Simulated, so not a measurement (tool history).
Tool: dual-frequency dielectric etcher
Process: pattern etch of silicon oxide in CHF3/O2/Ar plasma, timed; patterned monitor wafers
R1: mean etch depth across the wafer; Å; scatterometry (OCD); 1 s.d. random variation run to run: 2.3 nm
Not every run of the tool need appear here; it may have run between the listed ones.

{"run": 1, "hour": 0.0, "source power (W)": 630, "bias power (W)": 200, "etch time (s)": 284.5, "R1": 6154.1}
{"run": 2, "hour": 4.5, "source power (W)": 630, "bias power (W)": 200, "etch time (s)": 284.5, "R1": 6149.2}
{"run": 3, "hour": 11.6, "source power (W)": 730, "bias power (W)": 200, "etch time (s)": 284.5, "R1": 6507.7}
{"run": 4, "hour": 13.7, "source power (W)": 660, "bias power (W)": 200, "etch time (s)": 284.5, "R1": 6232.2}
{"run": 5, "hour": 19.9, "source power (W)": 660, "bias power (W)": 200, "etch time (s)": 284.5, "R1": 6292.1}
{"run": 6, "hour": 21.4, "source power (W)": 660, "bias power (W)": 200, "etch time (s)": 284.5, "R1": 6317.8}
{"run": 7, "hour": 24.4, "source power (W)": 620, "bias power (W)": 189, "etch time (s)": 282.5, "R1": 6002.8}
{"run": 8, "hour": 29.7, "source power (W)": 590, "bias power (W)": 180, "etch time (s)": 280.5, "R1": 5697.6}
{"run": 9, "hour": 36.3, "source power (W)": 560, "bias power (W)": 176, "etch time (s)": 280.0, "R1": 5549.8}
{"run": 10, "hour": 40.8, "source power (W)": 530, "bias power (W)": 173, "etch time (s)": 279.5, "R1": 5383.6}

For run 11, what comes out?
{"hour": 47.8, "done": "source power generator calibrated"}
{"run": 11, "hour": 47.8, "source power (W)": 400, "bias power (W)": 159, "etch time (s)": 277.5, "R1": "?"}

{"run 11": {"R1": 4654.5}}
